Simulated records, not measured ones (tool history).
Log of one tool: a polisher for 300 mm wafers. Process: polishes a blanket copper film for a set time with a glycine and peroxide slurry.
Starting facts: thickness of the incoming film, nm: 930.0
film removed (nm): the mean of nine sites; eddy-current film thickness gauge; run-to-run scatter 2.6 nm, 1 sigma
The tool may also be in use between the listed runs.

| run | hour | flow of slurry (ml/min) | pressure of the wafer on the pad (psi) | speed of the pad under the wafer (m/s) | polishing time (s) | film removed (nm) |
|---|---|---|---|---|---|---|
| 1 | 0 | 205 | 3.4 | 0.86 | 31 | 142.41 |
| 2 | 3.3 | 170 | 3.4 | 0.86 | 31 | 142.61 |
| 3 | 7.7 | 170 | 3.4 | 0.78 | 31 | 129.72 |
| 4 | 11.3 | 125 | 3.4 | 0.78 | 31 | 122.95 |
| 5 | 12 | 135 | 3.8 | 0.78 | 31 | 143.14 |
| 6 | 20.4 | 135 | 4.4 | 0.78 | 31 | 153.46 |
| 7 | 27.5 | 145 | 5.3 | 1 | 31 | 236.84 |

For run 8, what comes out?
| 8 | 34.1 | 145 | 5.2 | 1 | 31 | ? |

film removed (nm): 228.43

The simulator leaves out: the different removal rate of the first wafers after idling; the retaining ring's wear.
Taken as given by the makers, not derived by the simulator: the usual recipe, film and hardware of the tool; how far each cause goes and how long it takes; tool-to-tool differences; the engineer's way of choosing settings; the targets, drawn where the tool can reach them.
